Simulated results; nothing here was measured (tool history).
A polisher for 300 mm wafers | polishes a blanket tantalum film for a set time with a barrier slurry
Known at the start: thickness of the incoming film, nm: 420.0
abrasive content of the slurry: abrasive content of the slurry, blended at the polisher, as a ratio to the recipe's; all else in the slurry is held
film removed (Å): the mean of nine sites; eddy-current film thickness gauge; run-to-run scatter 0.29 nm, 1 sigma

run	hour	flow of slurry (ml/min)	pressure of the wafer on the pad (kPa)	speed of the pad under the wafer (m/s)	abrasive content of the slurry	polishing time (s)	film removed (Å)
1	0.0	200	14.5	0.80	1.0	37	615.35
2	5.1	200	14.5	0.80	1.1	37	631.61
3	9.8	195	11.7	0.76	1.1	37	493.71
4	11.9	190	10.3	0.74	1.1	37	423.54
5	19.8	185	9.0	0.74	1.1	37	366.37
6	26.1	185	6.9	0.74	1.1	37	285.80

Estimate the outcome of run 7 from the log above:
7	34.1	205	8.3	0.74	1.1	37	?

film removed (Å): 344.97

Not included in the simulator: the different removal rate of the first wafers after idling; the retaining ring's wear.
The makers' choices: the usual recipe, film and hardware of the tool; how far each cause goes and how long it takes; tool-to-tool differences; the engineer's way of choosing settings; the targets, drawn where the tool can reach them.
